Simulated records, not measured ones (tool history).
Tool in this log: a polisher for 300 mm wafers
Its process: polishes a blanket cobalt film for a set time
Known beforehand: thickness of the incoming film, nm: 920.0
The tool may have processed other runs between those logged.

run	hour	flow of slurry (ml/min)	pressure of the wafer on the pad (psi)	speed of the pad under the wafer (m/s)	polishing time (s)	film removed (angstrom)
1	0.0	190	2.1	0.84	68	3254.8
2	2.4	190	1.8	0.84	68	2823.7
3	4.7	195	2.0	0.84	68	3102.2
4	12.7	195	2.0	0.84	71	3245.6
5	20.1	195	2.0	0.84	68	3145.2
6	28.7	195	2.0	0.64	68	2423.1
7	35.2	200	2.3	0.64	68	2741.1

Estimate the outcome of run 8 from the log above:
8	36.3	200	2.5	0.64	68	?

Run 8 yielded film removed (angstrom) 3029.7.

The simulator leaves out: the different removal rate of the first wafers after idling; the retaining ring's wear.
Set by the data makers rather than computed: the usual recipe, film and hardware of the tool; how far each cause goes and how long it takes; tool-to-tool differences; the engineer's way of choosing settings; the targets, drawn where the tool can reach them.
